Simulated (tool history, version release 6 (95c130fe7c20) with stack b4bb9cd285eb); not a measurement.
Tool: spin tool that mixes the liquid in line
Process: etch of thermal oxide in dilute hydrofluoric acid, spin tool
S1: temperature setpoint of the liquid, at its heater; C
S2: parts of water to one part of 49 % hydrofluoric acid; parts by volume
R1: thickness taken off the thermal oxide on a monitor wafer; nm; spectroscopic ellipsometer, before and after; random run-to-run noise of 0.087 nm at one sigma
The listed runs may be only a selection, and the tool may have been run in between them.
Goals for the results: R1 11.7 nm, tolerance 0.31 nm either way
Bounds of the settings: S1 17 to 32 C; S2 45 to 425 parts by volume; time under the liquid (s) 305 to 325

Run 1, hour 0: S1 24 C, S2 235 parts by volume, time under the liquid (s) 305. Result: R1 5.596 nm.
Run 2, hour 5.3: S1 24 C, S2 235 parts by volume, time under the liquid (s) 325. Result: R1 5.9807 nm.
Run 3, hour 6.9: S1 24 C, S2 235 parts by volume, time under the liquid (s) 305. Result: R1 5.6281 nm.
Run 4, hour 11.8: S1 24 C, S2 180 parts by volume, time under the liquid (s) 305. Result: R1 7.7161 nm.
Run 5, hour 17.5: S1 25.5 C, S2 175 parts by volume, time under the liquid (s) 305. Result: R1 8.4081 nm.
Run 6, hour 21: S1 23.5 C, S2 175 parts by volume, time under the liquid (s) 305. Result: R1 7.8558 nm.
Run 7, hour 24.8: S1 25.5 C, S2 170 parts by volume, time under the liquid (s) 305. Result: R1 8.7029 nm.
Run 8, hour 31.3: S1 27 C, S2 165 parts by volume, time under the liquid (s) 305. Result: R1 9.5836 nm.
Run 9, hour 36.7: S1 28 C, S2 165 parts by volume, time under the liquid (s) 305. Result: R1 10.006 nm.
Run 10, hour 41.9: S1 29 C, S2 165 parts by volume, time under the liquid (s) 305. Result: R1 10.231 nm.
Run 11, hour 48.8: S1 29.5 C, S2 165 parts by volume, time under the liquid (s) 305. Result: R1 10.539 nm.
Run 12, hour 53.1: S1 30 C, S2 165 parts by volume, time under the liquid (s) 305. Result: R1 10.716 nm.
Run 13, hour 55.1: S1 30.5 C, S2 165 parts by volume, time under the liquid (s) 305. Result: R1 10.888 nm.
Run 14, hour 60: S1 31 C, S2 165 parts by volume, time under the liquid (s) 305. Result: R1 10.988 nm.

4 next moves are on the table. One of them brings every result within its allowed miss. Which?
Run A, hour 64.9: S1 29.5 C, S2 150 parts by volume, time under the liquid (s) 325. Result: R1 ?.
Run B, hour 64.9: S1 32 C, S2 160 parts by volume, time under the liquid (s) 325. Result: R1 ?.
Run C, hour 64.9: S1 32 C, S2 170 parts by volume, time under the liquid (s) 325. Result: R1 ?.
Run D, hour 64.9: S1 30.5 C, S2 150 parts by volume, time under the liquid (s) 310. Result: R1 ?.

move      R1
   A  12.548
   B  12.688
   C  11.782
   D  12.407
A: moves the result that the last run missed by most past its target, out the other side
B: moves the result that the last run missed by most past its target, out the other side
C: all results in spec
D: moves the result that the last run missed by most past its target, out the other side
C is the move that brings every result within its allowed miss.
